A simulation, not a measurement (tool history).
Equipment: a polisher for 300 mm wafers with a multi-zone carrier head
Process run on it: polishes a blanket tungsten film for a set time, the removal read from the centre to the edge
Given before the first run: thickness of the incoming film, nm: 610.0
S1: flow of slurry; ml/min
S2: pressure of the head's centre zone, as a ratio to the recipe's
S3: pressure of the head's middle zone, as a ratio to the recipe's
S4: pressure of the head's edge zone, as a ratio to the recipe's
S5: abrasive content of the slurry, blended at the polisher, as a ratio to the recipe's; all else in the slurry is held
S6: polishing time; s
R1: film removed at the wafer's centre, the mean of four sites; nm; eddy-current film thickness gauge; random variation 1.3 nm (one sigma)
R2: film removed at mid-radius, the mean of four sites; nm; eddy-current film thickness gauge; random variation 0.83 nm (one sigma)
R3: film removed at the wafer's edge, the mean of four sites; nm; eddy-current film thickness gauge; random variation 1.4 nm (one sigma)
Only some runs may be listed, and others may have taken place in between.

run  hour   S1    S2    S3    S4    S5  S6      R1      R2      R3
  1     0  180     1     1     1     1  64  187.66  182.86  183.94
  2   3.8  180  0.99     1  0.97   0.9  62  171.83  173.06  172.22
  3   5.4  180  0.99     1  0.97   0.7  62  163.65  164.91  158.37
  4   7.4  180  0.99     1  0.97   0.7  69  182.09  183.56  180.65
  5  15.3  180  0.98  0.99  0.95  0.65  66  170.76  169.48  166.59
  6  18.5  180  0.98  0.99  0.95   0.8  66  178.01  178.04  174.42
  7  26.7  180  0.97  0.98  0.93  0.75  64  170.35  171.13  168.62

Run 8 has not been measured yet. What should we expect?
  8    35  175  0.97  0.99  0.93  0.7  62   ?   ?   ?

Run 8 came out at R1 159.22 nm, R2 163.91 nm, R3 161.01 nm.

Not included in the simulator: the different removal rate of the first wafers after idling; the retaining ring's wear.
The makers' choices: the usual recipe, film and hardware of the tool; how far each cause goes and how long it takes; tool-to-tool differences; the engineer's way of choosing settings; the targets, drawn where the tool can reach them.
